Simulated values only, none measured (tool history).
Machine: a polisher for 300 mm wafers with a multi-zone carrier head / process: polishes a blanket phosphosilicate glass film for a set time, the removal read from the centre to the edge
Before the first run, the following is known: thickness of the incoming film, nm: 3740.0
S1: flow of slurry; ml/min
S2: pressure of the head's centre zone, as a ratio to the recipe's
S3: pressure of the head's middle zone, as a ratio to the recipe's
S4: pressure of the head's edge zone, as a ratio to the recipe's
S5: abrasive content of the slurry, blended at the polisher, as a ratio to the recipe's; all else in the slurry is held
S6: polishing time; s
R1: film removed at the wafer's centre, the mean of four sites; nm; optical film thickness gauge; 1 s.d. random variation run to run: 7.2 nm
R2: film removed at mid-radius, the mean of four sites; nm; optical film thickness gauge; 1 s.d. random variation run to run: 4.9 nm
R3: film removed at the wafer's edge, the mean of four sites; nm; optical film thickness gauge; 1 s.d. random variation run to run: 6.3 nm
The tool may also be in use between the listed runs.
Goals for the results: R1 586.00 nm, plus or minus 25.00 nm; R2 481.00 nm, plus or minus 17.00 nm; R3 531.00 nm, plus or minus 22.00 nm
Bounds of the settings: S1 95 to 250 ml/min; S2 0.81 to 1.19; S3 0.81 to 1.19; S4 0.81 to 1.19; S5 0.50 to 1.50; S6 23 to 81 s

run,hour,S1,S2,S3,S4,S5,S6,R1,R2,R3
1,0.0,160,1.00,1.00,1.00,1.00,52,434.31,430.18,436.26
2,7.1,165,1.02,1.00,1.02,1.00,52,441.35,434.19,435.49
3,15.1,165,0.99,1.00,1.02,1.00,52,421.03,433.97,438.69
4,19.9,165,0.99,1.08,1.02,1.00,52,437.93,461.18,427.19
5,25.2,165,1.03,1.08,1.02,1.00,52,454.23,461.05,442.81
6,29.7,170,1.05,1.07,1.02,1.00,52,454.24,463.07,436.82
7,38.1,165,1.07,1.05,1.01,1.05,52,468.52,460.01,445.75
8,42.1,165,1.09,1.03,1.00,1.10,52,491.27,456.64,439.22
9,50.4,165,1.10,1.02,1.02,1.15,52,501.62,474.61,469.95
10,56.2,165,1.11,1.00,1.02,1.15,52,502.73,457.53,457.01
11,61.1,170,1.12,0.99,1.03,1.15,52,509.68,449.10,475.43
12,64.1,175,1.13,0.99,1.03,1.15,52,516.97,458.98,461.60

Pick the move, out of 5, that brings all results within their allowed miss; only one does.
A,67.1,115,1.19,0.81,1.03,1.00,65,?,?,?
B,67.1,170,1.19,0.92,1.07,1.15,59,?,?,?
C,67.1,125,1.10,0.88,1.11,1.25,61,?,?,?
D,67.1,210,1.13,0.91,1.17,1.20,60,?,?,?
E,67.1,170,1.11,0.88,0.99,1.05,62,?,?,?

move,R1,R2,R3
A,618.07,441.47,533.01
B,622.31,490.44,536.09
C,590.28,487.79,568.89
D,625.61,513.40,589.28
E,588.46,479.80,523.85
A: puts the biggest miss on target and leaves a different result outside tolerance
B: puts the biggest miss on target and leaves a different result outside tolerance
C: carries the result that was furthest off beyond its target, to the other side
D: carries the result that was furthest off beyond its target, to the other side
E: each result inside its tolerance
Answer: E
